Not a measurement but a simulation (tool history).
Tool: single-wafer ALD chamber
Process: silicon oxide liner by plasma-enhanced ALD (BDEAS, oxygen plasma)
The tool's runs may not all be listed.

| run | hour | heater temperature setpoint (°C) | number of ALD cycles (cycles) | mean film thickness on the monitor wafer (angstrom) |
|---|---|---|---|---|
| 1 | 0 | 315 | 28 | 24.723 |
| 2 | 9 | 316 | 28 | 24.66 |
| 3 | 15.3 | 317 | 28 | 24.567 |
| 4 | 18.3 | 310 | 28 | 24.746 |
| 5 | 19.6 | 310 | 30 | 26.399 |
| 6 | 23.3 | 310 | 29 | 25.591 |

What does the tool deliver on the next run?
| 7 | 30.9 | 310 | 28 | ? |

{"run 7": {"mean film thickness on the monitor wafer (angstrom)": 24.682}}
